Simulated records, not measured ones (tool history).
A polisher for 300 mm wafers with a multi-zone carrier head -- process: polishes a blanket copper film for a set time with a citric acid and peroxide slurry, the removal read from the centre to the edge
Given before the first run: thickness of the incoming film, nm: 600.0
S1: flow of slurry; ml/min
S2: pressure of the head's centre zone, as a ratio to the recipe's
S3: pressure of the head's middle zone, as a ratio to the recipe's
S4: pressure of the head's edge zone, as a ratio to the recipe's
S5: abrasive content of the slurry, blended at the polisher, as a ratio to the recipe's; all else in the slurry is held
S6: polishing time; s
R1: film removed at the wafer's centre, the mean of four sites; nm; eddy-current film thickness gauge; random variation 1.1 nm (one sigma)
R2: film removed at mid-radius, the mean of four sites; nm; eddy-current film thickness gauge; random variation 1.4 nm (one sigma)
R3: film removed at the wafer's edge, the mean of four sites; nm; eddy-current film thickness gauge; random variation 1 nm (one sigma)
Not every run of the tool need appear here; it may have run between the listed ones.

Run 1, hour 0: S1 160 ml/min, S2 1, S3 1, S4 1, S5 1, S6 84 s. Result: R1 161.97 nm, R2 160.98 nm, R3 159.29 nm.
Run 2, hour 3.4: S1 160 ml/min, S2 1, S3 1, S4 1, S5 1, S6 93 s. Result: R1 180.99 nm, R2 174.62 nm, R3 174.11 nm.
Run 3, hour 6.6: S1 155 ml/min, S2 0.98, S3 1, S4 0.99, S5 0.95, S6 89 s. Result: R1 163.97 nm, R2 167.15 nm, R3 161.98 nm.
Run 4, hour 11.6: S1 150 ml/min, S2 0.96, S3 0.99, S4 0.98, S5 0.9, S6 86 s. Result: R1 156.4 nm, R2 156.4 nm, R3 153.26 nm.
Run 5, hour 15.3: S1 150 ml/min, S2 0.88, S3 0.99, S4 0.98, S5 0.9, S6 86 s. Result: R1 139.86 nm, R2 153.06 nm, R3 154.85 nm.
Run 6, hour 17.9: S1 145 ml/min, S2 0.87, S3 1, S4 0.97, S5 0.85, S6 83 s. Result: R1 134.88 nm, R2 149.32 nm, R3 145.09 nm.

Run 7, settings as shown, results not yet in. Your forecast:
Run 7, hour 22.7: S1 140 ml/min, S2 0.86, S3 1.01, S4 0.98, S5 0.85, S6 79 s. Result: R1 ?, R2 ?, R3 ?.

Logged for run 7: R1 126.41 nm, R2 143.25 nm, R3 135.86 nm.
